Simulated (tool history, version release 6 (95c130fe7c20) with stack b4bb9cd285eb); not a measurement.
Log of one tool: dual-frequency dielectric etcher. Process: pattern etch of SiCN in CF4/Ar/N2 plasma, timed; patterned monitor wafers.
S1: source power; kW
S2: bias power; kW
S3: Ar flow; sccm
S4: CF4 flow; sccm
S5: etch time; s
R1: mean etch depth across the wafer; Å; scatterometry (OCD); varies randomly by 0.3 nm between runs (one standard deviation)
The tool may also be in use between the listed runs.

run  hour     S1     S2   S3  S4    S5      R1
  1   0.0  0.430  0.061  114  77  84.5  603.87
  2   1.3  0.420  0.061  114  77  84.5  596.09
  3   5.3  0.410  0.061  114  77  84.5  588.09
  4   7.8  0.400  0.061  114  77  84.5  583.89
  5  12.0  0.380  0.060  114  77  84.5  561.50
  6  19.1  0.370  0.060  114  77  84.5  539.38
  7  25.2  0.360  0.060  114  77  84.5  532.46
  8  33.0  0.350  0.060  114  77  84.5  521.09

Run 9 is up next; what results do you expect?
  9  40.2  0.340  0.060  114  77  84.5   ?

Run 9 measured R1 514.78 Å.
